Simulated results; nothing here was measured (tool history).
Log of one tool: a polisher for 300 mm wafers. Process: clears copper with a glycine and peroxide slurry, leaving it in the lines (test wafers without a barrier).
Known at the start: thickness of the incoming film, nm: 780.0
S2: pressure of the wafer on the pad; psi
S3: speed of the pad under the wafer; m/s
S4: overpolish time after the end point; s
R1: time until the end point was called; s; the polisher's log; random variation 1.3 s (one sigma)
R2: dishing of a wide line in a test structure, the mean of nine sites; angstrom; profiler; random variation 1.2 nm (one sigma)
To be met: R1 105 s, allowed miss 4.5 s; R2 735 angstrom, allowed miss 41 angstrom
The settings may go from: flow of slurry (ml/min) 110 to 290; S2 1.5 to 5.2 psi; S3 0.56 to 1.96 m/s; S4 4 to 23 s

Run 1, hour 0: flow of slurry (ml/min) 185, S2 3.3 psi, S3 1.26 m/s, S4 12 s. Result: R1 105.09 s, R2 480 angstrom.
Run 2, hour 0.7: flow of slurry (ml/min) 185, S2 2.5 psi, S3 1.26 m/s, S4 12 s. Result: R1 132.27 s, R2 405.65 angstrom.
Run 3, hour 8.1: flow of slurry (ml/min) 170, S2 2.5 psi, S3 1.26 m/s, S4 12 s. Result: R1 134.59 s, R2 387.9 angstrom.
Run 4, hour 14.7: flow of slurry (ml/min) 150, S2 2.5 psi, S3 1.26 m/s, S4 12 s. Result: R1 136.72 s, R2 397.88 angstrom.
Run 5, hour 17.4: flow of slurry (ml/min) 145, S2 2.8 psi, S3 1.26 m/s, S4 14 s. Result: R1 126.53 s, R2 483.08 angstrom.
Run 6, hour 18: flow of slurry (ml/min) 145, S2 3 psi, S3 1.26 m/s, S4 15 s. Result: R1 120 s, R2 525.6 angstrom.
Run 7, hour 21.6: flow of slurry (ml/min) 150, S2 3.1 psi, S3 1.26 m/s, S4 16 s. Result: R1 115.36 s, R2 578.53 angstrom.
Run 8, hour 29.4: flow of slurry (ml/min) 155, S2 3.2 psi, S3 1.26 m/s, S4 17 s. Result: R1 109.66 s, R2 610.96 angstrom.
Run 9, hour 33.1: flow of slurry (ml/min) 150, S2 3.3 psi, S3 1.26 m/s, S4 18 s. Result: R1 107.06 s, R2 624.02 angstrom.

4 next moves are on the table. One of them brings every result within its allowed miss. Which?
Run A, hour 36.8: flow of slurry (ml/min) 170, S2 3.6 psi, S3 1.14 m/s, S4 13 s. Result: R1 ?, R2 ?.
Run B, hour 36.8: flow of slurry (ml/min) 220, S2 3.4 psi, S3 1.16 m/s, S4 13 s. Result: R1 ?, R2 ?.
Run C, hour 36.8: flow of slurry (ml/min) 170, S2 3.6 psi, S3 1.18 m/s, S4 21 s. Result: R1 ?, R2 ?.
Run D, hour 36.8: flow of slurry (ml/min) 170, S2 3.2 psi, S3 1.22 m/s, S4 19 s. Result: R1 ?, R2 ?.

move      R1      R2
   A  104.74     515
   B  105.47  511.51
   C  102.41  717.59
   D  111.05  638.74
A: further off than the last run
B: further off than the last run
C: meets every target
D: nearer than the last run, and not there yet
The right move is C.
